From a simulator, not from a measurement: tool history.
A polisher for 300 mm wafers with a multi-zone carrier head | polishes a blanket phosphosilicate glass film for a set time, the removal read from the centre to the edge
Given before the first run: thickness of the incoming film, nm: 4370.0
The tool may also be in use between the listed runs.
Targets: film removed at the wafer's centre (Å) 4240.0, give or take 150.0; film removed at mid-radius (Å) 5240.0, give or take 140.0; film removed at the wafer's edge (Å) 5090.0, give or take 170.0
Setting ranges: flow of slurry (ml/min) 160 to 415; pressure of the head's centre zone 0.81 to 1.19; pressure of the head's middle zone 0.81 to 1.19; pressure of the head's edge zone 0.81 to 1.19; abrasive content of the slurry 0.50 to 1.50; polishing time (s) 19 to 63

| run | day | flow of slurry (ml/min) | pressure of the head's centre zone | pressure of the head's middle zone | pressure of the head's edge zone | abrasive content of the slurry | polishing time (s) | film removed at the wafer's centre (Å) | film removed at mid-radius (Å) | film removed at the wafer's edge (Å) |
|---|---|---|---|---|---|---|---|---|---|---|
| 1 | 0.000 | 265 | 1.00 | 1.00 | 1.00 | 1.00 | 41 | 3959.2 | 3789.5 | 3931.9 |
| 2 | 0.192 | 275 | 0.98 | 1.04 | 1.04 | 1.10 | 41 | 4075.1 | 4170.9 | 4104.1 |
| 3 | 0.550 | 270 | 0.94 | 1.04 | 1.06 | 1.20 | 41 | 3981.1 | 4286.8 | 4368.5 |
| 4 | 0.671 | 245 | 0.94 | 1.04 | 1.06 | 1.20 | 41 | 3941.6 | 4287.8 | 4261.9 |
| 5 | 0.967 | 180 | 0.94 | 1.04 | 1.06 | 1.20 | 41 | 3680.7 | 4038.7 | 4110.8 |
| 6 | 1.004 | 220 | 0.93 | 1.06 | 1.09 | 1.25 | 41 | 3840.1 | 4377.6 | 4378.5 |
| 7 | 1.046 | 250 | 0.92 | 1.07 | 1.11 | 1.25 | 41 | 3870.3 | 4402.2 | 4497.3 |
| 8 | 1.383 | 275 | 0.92 | 1.09 | 1.12 | 1.25 | 41 | 3938.0 | 4546.2 | 4508.2 |
| 9 | 1.450 | 280 | 0.89 | 1.14 | 1.18 | 1.50 | 41 | 4151.4 | 5048.6 | 4962.2 |
| 10 | 1.733 | 285 | 0.89 | 1.14 | 1.18 | 1.50 | 41 | 4167.7 | 5088.5 | 4889.6 |

Exactly one of the 5 candidate moves below puts every result within its allowed miss. Which one?
| A | 2.017 | 330 | 0.99 | 1.17 | 1.08 | 1.40 | 41 | ? | ? | ? |
| B | 2.017 | 245 | 0.90 | 1.16 | 1.19 | 1.30 | 45 | ? | ? | ? |
| C | 2.017 | 275 | 0.91 | 1.19 | 1.08 | 1.50 | 41 | ? | ? | ? |
| D | 2.017 | 250 | 0.87 | 1.06 | 1.16 | 1.50 | 43 | ? | ? | ? |
| E | 2.017 | 260 | 0.89 | 1.04 | 1.19 | 1.45 | 44 | ? | ? | ? |

| move | film removed at the wafer's centre (Å) | film removed at mid-radius (Å) | film removed at the wafer's edge (Å) |
|---|---|---|---|
| A | 4609.3 | 5145.9 | 4745.0 |
| B | 4304.2 | 5272.2 | 5159.7 |
| C | 4252.7 | 5257.3 | 4795.1 |
| D | 4203.7 | 4934.9 | 5158.4 |
| E | 4370.9 | 4931.4 | 5297.5 |
A: misses by more than the last run did
B: all results land within tolerance of their targets
C: misses by more than the last run did
D: the worst result of the last run now meets its target, but another is out of spec
E: takes the biggest miss from the last run beyond its target
B is the move that brings every result within its allowed miss.

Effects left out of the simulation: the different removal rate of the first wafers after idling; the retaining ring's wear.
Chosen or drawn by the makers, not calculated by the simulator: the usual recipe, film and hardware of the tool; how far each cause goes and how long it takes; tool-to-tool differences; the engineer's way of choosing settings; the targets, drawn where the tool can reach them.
